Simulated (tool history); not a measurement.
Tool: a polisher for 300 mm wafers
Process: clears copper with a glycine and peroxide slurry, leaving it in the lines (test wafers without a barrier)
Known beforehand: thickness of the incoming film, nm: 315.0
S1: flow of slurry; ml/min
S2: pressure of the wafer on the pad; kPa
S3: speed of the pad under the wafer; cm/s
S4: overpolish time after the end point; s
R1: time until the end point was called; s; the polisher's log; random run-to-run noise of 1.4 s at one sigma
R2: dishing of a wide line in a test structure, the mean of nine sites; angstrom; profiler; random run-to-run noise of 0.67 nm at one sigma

| run | day | S1 | S2 | S3 | S4 | R1 | R2 |
|---|---|---|---|---|---|---|---|
| 1 | 0 | 270 | 12.4 | 112 | 25 | 84.972 | 447.62 |
| 2 | 0.154 | 270 | 12.4 | 130 | 25 | 77.457 | 465.3 |
| 3 | 0.504 | 270 | 10.3 | 126 | 30 | 85.613 | 471.85 |
| 4 | 0.629 | 265 | 9 | 118 | 35 | 96.778 | 473.44 |
| 5 | 0.679 | 265 | 6.2 | 118 | 35 | 112.38 | 450.39 |
| 6 | 0.729 | 265 | 6.2 | 114 | 38 | 114.73 | 469.92 |

Predict the results of run 7:
| 7 | 1.021 | 265 | 6.2 | 112 | 40 | ? | ? |

Run 7 gave R1 117.56 s, R2 473.56 angstrom.

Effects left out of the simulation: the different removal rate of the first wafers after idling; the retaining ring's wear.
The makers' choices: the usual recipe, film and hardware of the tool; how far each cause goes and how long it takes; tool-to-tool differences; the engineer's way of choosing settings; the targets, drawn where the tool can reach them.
